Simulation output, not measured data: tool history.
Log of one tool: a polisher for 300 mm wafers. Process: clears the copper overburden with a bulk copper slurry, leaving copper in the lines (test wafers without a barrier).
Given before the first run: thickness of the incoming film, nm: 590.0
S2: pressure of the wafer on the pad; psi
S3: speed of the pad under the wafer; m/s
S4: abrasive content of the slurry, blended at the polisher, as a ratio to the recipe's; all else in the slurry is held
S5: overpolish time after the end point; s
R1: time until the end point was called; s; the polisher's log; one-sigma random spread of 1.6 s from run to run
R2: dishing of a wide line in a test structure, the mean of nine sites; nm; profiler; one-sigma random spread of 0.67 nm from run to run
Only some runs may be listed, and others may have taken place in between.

run 1 hour=0 | flow_of_slurry_(ml/min)=230 S2=1.9 S3=1.3 S4=1 S5=22 | R1=89.974 R2=57.436
run 2 hour=8.4 | flow_of_slurry_(ml/min)=260 S2=1.9 S3=1.3 S4=1 S5=22 | R1=89.8 R2=57.817
run 3 hour=15.9 | flow_of_slurry_(ml/min)=260 S2=2.1 S3=1.3 S4=1 S5=22 | R1=80.519 R2=59.693
run 4 hour=22.7 | flow_of_slurry_(ml/min)=260 S2=1.9 S3=1.3 S4=1 S5=22 | R1=88.628 R2=57.734
run 5 hour=27.1 | flow_of_slurry_(ml/min)=260 S2=1.9 S3=1.58 S4=1 S5=22 | R1=76.485 R2=59.768
run 6 hour=28 | flow_of_slurry_(ml/min)=260 S2=1.7 S3=1.56 S4=1 S5=23 | R1=87.608 R2=58.167
run 7 hour=32.5 | flow_of_slurry_(ml/min)=260 S2=1.1 S3=1.54 S4=1 S5=24 | R1=132.31 R2=45.198
run 8 hour=40.1 | flow_of_slurry_(ml/min)=260 S2=1.1 S3=1.54 S4=1 S5=25 | R1=132.07 R2=45.587

Forecast run 9:
run 9 hour=47.5 | flow_of_slurry_(ml/min)=260 S2=1.1 S3=1.54 S4=1 S5=26 | R1=? R2=?

{"run 9": {"R1": 133.34, "R2": 45.902}}

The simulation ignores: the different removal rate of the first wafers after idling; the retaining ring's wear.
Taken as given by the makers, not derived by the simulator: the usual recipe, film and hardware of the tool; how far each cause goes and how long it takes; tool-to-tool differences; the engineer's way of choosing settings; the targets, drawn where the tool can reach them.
